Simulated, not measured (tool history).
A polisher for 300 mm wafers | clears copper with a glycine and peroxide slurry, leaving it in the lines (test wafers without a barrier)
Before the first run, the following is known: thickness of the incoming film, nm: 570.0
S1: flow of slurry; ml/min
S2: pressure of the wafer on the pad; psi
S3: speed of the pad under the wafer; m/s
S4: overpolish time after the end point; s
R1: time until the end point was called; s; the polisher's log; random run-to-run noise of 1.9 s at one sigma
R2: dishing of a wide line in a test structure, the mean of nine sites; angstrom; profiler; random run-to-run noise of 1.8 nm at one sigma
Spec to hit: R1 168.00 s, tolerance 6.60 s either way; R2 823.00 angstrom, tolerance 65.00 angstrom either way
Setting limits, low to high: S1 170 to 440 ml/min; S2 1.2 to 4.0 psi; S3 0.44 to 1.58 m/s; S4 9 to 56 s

run,hour,S1,S2,S3,S4,R1,R2
1,0.0,280,2.6,1.00,29,114.03,865.48
2,5.8,340,2.6,1.00,29,111.20,856.22
3,6.8,335,2.2,0.98,32,126.79,838.36
4,12.5,330,1.9,0.96,34,145.57,776.11
5,16.0,330,1.9,0.96,41,143.69,920.47
6,16.8,325,1.8,0.96,41,154.39,864.43
7,20.8,315,1.8,0.96,41,154.58,883.62
8,28.6,305,1.8,0.96,41,150.31,909.85
9,35.6,305,1.7,0.96,41,161.64,865.88
10,39.5,305,1.7,0.96,41,158.08,856.04

Which single option among these 5 for the next run brings every result within its allowed miss of target? Just one does.
A,43.4,290,1.5,0.98,42,?,?
B,43.4,315,1.9,0.90,34,?,?
C,43.4,305,1.8,1.00,33,?,?
D,43.4,410,1.8,0.88,45,?,?
E,43.4,375,1.7,0.98,33,?,?

move,R1,R2
A,172.57,808.90
B,154.92,764.75
C,149.21,762.10
D,159.08,915.26
E,154.12,742.63
A: every result within its allowed miss
B: its largest miss is bigger than the last run's
C: its largest miss is bigger than the last run's
D: moves toward the targets from the last run without getting all of them in spec
E: its largest miss is bigger than the last run's
Correct choice: A, which meets every target

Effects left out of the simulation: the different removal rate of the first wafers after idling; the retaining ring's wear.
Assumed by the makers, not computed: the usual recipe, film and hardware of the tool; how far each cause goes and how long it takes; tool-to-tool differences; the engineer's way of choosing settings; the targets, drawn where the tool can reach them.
